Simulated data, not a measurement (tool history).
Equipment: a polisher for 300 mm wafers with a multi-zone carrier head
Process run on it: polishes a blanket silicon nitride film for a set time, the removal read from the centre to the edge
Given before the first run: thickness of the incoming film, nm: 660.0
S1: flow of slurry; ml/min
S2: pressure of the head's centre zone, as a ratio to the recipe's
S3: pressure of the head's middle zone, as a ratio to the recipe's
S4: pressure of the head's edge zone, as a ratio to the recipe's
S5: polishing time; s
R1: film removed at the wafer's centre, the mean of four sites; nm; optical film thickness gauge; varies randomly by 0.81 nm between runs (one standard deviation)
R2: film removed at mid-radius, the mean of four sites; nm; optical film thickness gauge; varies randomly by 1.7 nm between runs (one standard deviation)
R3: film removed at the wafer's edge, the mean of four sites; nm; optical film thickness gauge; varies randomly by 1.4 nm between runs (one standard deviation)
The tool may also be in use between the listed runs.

run,hour,S1,S2,S3,S4,S5,R1,R2,R3
1,0.0,130,1.00,1.00,1.00,90,151.89,153.25,159.35
2,5.6,130,1.00,1.09,1.00,90,153.27,164.77,157.58
3,13.8,120,0.98,1.08,0.97,89,146.38,161.32,154.33
4,21.5,120,1.07,1.08,0.97,89,159.14,161.31,152.64
5,26.1,95,1.07,1.08,0.97,89,144.46,147.56,146.15
6,29.1,95,1.07,1.08,1.02,89,146.46,146.79,149.97
7,32.9,90,1.05,1.08,1.00,88,138.57,144.88,147.59

What will run 8 give?
8,33.8,90,1.04,1.08,0.98,87,?,?,?

{"run 8": {"R1": 136.6, "R2": 142.03, "R3": 140.48}}
